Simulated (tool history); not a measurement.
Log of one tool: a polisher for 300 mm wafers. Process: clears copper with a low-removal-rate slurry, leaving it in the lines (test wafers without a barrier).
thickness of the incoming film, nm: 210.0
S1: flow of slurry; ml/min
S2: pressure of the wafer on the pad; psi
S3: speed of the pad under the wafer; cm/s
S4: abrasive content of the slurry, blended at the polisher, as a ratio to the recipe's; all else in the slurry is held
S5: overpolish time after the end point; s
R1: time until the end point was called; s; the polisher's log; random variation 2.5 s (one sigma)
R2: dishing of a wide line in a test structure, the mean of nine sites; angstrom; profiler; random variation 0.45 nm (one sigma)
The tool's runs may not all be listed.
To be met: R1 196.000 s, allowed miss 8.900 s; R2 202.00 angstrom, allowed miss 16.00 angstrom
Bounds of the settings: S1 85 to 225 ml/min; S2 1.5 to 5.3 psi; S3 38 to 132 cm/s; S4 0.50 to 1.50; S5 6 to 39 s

run,hour,S1,S2,S3,S4,S5,R1,R2
1,0.0,145,3.4,84,1.00,20,81.668,308.62
2,6.3,145,3.0,84,1.00,20,93.091,284.49
3,13.4,145,3.0,76,1.00,20,99.752,246.51
4,15.1,145,2.5,76,1.00,20,122.320,206.39
5,15.8,140,2.4,76,1.00,21,125.100,213.28
# hour 17.3: slurry blender recalibrated
6,17.3,140,2.0,76,1.00,21,147.870,185.33
7,21.8,140,1.9,76,1.00,22,149.990,182.38
8,24.4,125,1.5,60,1.00,32,250.650,167.16
9,26.7,125,1.5,60,1.00,32,248.330,169.02
10,29.7,145,2.3,62,1.00,31,156.830,253.97
11,32.3,140,2.3,62,1.00,31,153.980,260.99
12,33.0,135,2.3,62,1.00,31,154.480,249.75
13,37.3,130,2.3,62,1.00,31,158.630,230.87
14,44.8,125,2.3,62,1.00,32,159.340,247.30

Which of these 4 next moves meets every target?
A,52.3,100,2.3,62,0.95,30,?,?
B,52.3,90,2.1,72,0.90,29,?,?
C,52.3,125,1.9,60,1.05,32,?,?
D,52.3,90,2.2,78,1.00,35,?,?

move,R1,R2
A,172.830,217.35
B,170.450,212.69
C,198.040,202.27
D,148.080,284.12
A: nearer than the last run, and not there yet
B: nearer than the last run, and not there yet
C: meets every target
D: further off than the last run
Answer: C
